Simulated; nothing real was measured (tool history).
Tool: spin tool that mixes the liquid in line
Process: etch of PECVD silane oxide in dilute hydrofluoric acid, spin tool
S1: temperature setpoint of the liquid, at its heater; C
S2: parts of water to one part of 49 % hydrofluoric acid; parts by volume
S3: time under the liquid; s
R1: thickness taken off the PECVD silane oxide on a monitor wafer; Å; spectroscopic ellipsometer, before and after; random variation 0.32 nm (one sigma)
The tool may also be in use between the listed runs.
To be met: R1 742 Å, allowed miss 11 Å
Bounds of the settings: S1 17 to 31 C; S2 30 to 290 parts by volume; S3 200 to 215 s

{"run": 1, "day": 0.0, "S1": 23, "S2": 160, "S3": 200, "R1": 304.31}
{"run": 2, "day": 0.346, "S1": 24.5, "S2": 145, "S3": 200, "R1": 360.24}
{"run": 3, "day": 0.683, "S1": 26, "S2": 130, "S3": 200, "R1": 438.66}
{"run": 4, "day": 0.804, "S1": 29.5, "S2": 130, "S3": 200, "R1": 494.25}
{"run": 5, "day": 1.058, "S1": 29.5, "S2": 130, "S3": 215, "R1": 537.19}
{"run": 6, "day": 1.142, "S1": 30, "S2": 125, "S3": 215, "R1": 569.38}
{"run": 7, "day": 1.271, "S1": 30, "S2": 120, "S3": 215, "R1": 594.85}
{"run": 8, "day": 1.554, "S1": 30, "S2": 115, "S3": 215, "R1": 629.35}
{"run": 9, "day": 1.742, "S1": 30, "S2": 110, "S3": 215, "R1": 661.31}
{"run": 10, "day": 1.95, "S1": 30.5, "S2": 105, "S3": 215, "R1": 709.69}
{"run": 11, "day": 2.112, "S1": 31, "S2": 105, "S3": 215, "R1": 721.05}
{"run": 12, "day": 2.2, "S1": 31, "S2": 100, "S3": 215, "R1": 767.32}

5 next moves are on the table. One of them brings every result within its allowed miss. Which?
{"run": "A", "day": 2.288, "S1": 30, "S2": 95, "S3": 210, "R1": "?"}
{"run": "B", "day": 2.288, "S1": 26.5, "S2": 75, "S3": 200, "R1": "?"}
{"run": "C", "day": 2.288, "S1": 28, "S2": 90, "S3": 215, "R1": "?"}
{"run": "D", "day": 2.288, "S1": 30.5, "S2": 95, "S3": 200, "R1": "?"}
{"run": "E", "day": 2.288, "S1": 30.5, "S2": 100, "S3": 205, "R1": "?"}

move=A R1=762.99
move=B R1=826.83
move=C R1=769.44
move=D R1=740.43
move=E R1=715.84
A: nearer than the last run, and not there yet
B: further off than the last run
C: further off than the last run
D: meets every target
E: takes the result that was furthest off past its target
Move D is the one to make.
